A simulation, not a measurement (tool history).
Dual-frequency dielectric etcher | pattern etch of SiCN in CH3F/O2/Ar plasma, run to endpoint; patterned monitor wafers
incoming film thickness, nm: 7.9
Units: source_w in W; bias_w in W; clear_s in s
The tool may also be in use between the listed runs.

run 1 hour=0 | source_w=520 bias_w=61 | clear_s=20.552
run 2 hour=6.5 | source_w=480 bias_w=61 | clear_s=21.562
run 3 hour=12.1 | source_w=480 bias_w=69 | clear_s=20.312
run 4 hour=18.9 | source_w=430 bias_w=67 | clear_s=21.926
run 5 hour=25 | source_w=400 bias_w=67 | clear_s=23.08
run 6 hour=33.2 | source_w=430 bias_w=67 | clear_s=21.846

Forecast run 7:
run 7 hour=35.1 | source_w=400 bias_w=67 | clear_s=?

{"run 7": {"clear_s": 22.881}}

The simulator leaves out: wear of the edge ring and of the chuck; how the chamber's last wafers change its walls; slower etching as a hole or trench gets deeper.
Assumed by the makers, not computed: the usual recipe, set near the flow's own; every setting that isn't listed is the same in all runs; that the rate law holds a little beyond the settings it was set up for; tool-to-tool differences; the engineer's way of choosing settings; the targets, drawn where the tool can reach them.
